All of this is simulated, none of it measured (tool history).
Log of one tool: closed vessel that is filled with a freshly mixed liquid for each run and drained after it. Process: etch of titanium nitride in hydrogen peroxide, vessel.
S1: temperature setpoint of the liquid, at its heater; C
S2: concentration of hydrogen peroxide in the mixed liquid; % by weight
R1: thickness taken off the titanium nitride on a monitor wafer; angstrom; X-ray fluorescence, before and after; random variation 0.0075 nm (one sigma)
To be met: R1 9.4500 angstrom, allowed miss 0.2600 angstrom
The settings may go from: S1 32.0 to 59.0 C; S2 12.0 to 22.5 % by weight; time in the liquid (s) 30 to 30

run 1 day=0.000 | S1=43.0 S2=15.5 time_in_the_liquid_(s)=30 | R1=13.7460
run 2 day=0.079 | S1=43.0 S2=15.5 time_in_the_liquid_(s)=30 | R1=13.8010
run 3 day=0.179 | S1=43.0 S2=15.5 time_in_the_liquid_(s)=30 | R1=13.8330
run 4 day=0.492 | S1=43.0 S2=15.5 time_in_the_liquid_(s)=30 | R1=13.9450
run 5 day=0.633 | S1=45.5 S2=15.5 time_in_the_liquid_(s)=30 | R1=16.5650
run 6 day=0.671 | S1=44.5 S2=15.5 time_in_the_liquid_(s)=30 | R1=15.2270
run 7 day=0.867 | S1=43.5 S2=15.5 time_in_the_liquid_(s)=30 | R1=14.4060
run 8 day=1.012 | S1=42.5 S2=15.5 time_in_the_liquid_(s)=30 | R1=13.3270
run 9 day=1.200 | S1=42.0 S2=15.5 time_in_the_liquid_(s)=30 | R1=12.7130
run 10 day=1.475 | S1=42.0 S2=15.5 time_in_the_liquid_(s)=30 | R1=12.8450

Which of these 4 next moves meets every target?
run A day=1.750 | S1=37.0 S2=17.5 time_in_the_liquid_(s)=30 | R1=?
run B day=1.750 | S1=37.0 S2=18.0 time_in_the_liquid_(s)=30 | R1=?
run C day=1.750 | S1=37.5 S2=15.5 time_in_the_liquid_(s)=30 | R1=?
run D day=1.750 | S1=37.5 S2=19.0 time_in_the_liquid_(s)=30 | R1=?

move=A R1=8.9464
move=B R1=9.0001
move=C R1=9.0677
move=D R1=9.4679
A: takes the result that was furthest off past its target
B: takes the result that was furthest off past its target
C: takes the result that was furthest off past its target
D: meets every target
The right move is D.

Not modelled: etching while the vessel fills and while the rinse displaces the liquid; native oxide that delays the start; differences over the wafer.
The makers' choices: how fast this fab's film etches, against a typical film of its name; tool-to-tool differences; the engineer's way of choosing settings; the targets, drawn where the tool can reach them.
